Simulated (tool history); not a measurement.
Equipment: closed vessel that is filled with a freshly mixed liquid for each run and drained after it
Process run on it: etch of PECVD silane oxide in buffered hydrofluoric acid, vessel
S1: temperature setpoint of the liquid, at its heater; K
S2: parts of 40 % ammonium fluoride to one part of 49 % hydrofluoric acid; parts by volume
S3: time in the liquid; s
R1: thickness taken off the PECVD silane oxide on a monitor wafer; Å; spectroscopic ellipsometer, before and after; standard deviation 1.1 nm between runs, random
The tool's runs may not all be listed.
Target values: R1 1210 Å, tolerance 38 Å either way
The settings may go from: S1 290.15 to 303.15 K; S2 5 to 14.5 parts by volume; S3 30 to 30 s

run 1 hour=0 | S1=295.15 S2=9 S3=30 | R1=984.39
run 2 hour=5 | S1=296.15 S2=9 S3=30 | R1=1044.8
run 3 hour=14.1 | S1=296.15 S2=9 S3=30 | R1=1043
run 4 hour=18 | S1=296.65 S2=9 S3=30 | R1=1057.2
run 5 hour=21.7 | S1=297.15 S2=9 S3=30 | R1=1082.6
run 6 hour=23.9 | S1=297.15 S2=10.5 S3=30 | R1=954.48
run 7 hour=27.2 | S1=298.15 S2=10.5 S3=30 | R1=1034.6
run 8 hour=36.2 | S1=298.65 S2=10.5 S3=30 | R1=1042
run 9 hour=41.3 | S1=302.15 S2=10.5 S3=30 | R1=1253.3

Pick the move, out of 5, that brings all results within their allowed miss; only one does.
run A hour=46.4 | S1=303.15 S2=10.5 S3=30 | R1=?
run B hour=46.4 | S1=300.15 S2=10.5 S3=30 | R1=?
run C hour=46.4 | S1=302.15 S2=12 S3=30 | R1=?
run D hour=46.4 | S1=302.65 S2=10.5 S3=30 | R1=?
run E hour=46.4 | S1=300.65 S2=10 S3=30 | R1=?

move=A R1=1327.5
move=B R1=1132.6
move=C R1=1121.3
move=D R1=1293.1
move=E R1=1199.4
A: moves away from the targets compared with the last run
B: moves the result that the last run missed by most past its target, out the other side
C: moves the result that the last run missed by most past its target, out the other side
D: moves away from the targets compared with the last run
E: all results land within tolerance of their targets
The move that meets every target is E.
